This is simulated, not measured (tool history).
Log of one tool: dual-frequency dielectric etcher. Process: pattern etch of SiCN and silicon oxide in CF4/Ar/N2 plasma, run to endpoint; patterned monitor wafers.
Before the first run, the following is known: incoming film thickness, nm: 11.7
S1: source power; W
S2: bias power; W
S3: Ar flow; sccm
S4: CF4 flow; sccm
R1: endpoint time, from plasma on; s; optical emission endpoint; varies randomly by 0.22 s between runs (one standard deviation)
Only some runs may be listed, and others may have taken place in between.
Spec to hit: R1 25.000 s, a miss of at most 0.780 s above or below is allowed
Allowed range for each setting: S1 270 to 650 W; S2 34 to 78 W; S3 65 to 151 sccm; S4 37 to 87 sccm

| run | hour | S1 | S2 | S3 | S4 | R1 |
|---|---|---|---|---|---|---|
| 1 | 0.0 | 460 | 56 | 108 | 62 | 16.050 |
| 2 | 8.0 | 460 | 56 | 92 | 62 | 15.241 |
| 3 | 14.5 | 460 | 56 | 92 | 54 | 15.943 |
| 4 | 22.0 | 460 | 56 | 92 | 44 | 16.093 |
| 5 | 23.6 | 440 | 55 | 93 | 44 | 17.399 |
| 6 | 27.6 | 420 | 55 | 93 | 44 | 18.399 |
| 7 | 28.7 | 410 | 55 | 93 | 44 | 19.244 |
| 8 | 35.4 | 400 | 55 | 93 | 44 | 19.427 |
| 9 | 39.5 | 390 | 55 | 93 | 44 | 20.043 |
| 10 | 44.3 | 290 | 53 | 95 | 43 | 30.141 |
| 11 | 48.7 | 290 | 53 | 95 | 43 | 29.636 |
| 12 | 52.5 | 300 | 53 | 95 | 43 | 28.561 |
| 13 | 56.2 | 320 | 53 | 95 | 43 | 26.136 |

Which one of the following 5 next-run settings gets every result inside its allowed miss? There is exactly one.
| A | 59.9 | 290 | 60 | 78 | 48 | ? |
| B | 59.9 | 330 | 48 | 97 | 44 | ? |
| C | 59.9 | 350 | 48 | 132 | 37 | ? |
| D | 59.9 | 320 | 50 | 92 | 45 | ? |
| E | 59.9 | 330 | 55 | 89 | 42 | ? |

| move | R1 |
|---|---|
| A | 27.169 |
| B | 27.190 |
| C | 27.322 |
| D | 27.293 |
| E | 25.053 |
A: further off than the last run
B: further off than the last run
C: further off than the last run
D: further off than the last run
E: in spec on every target
Move E is the one to make.
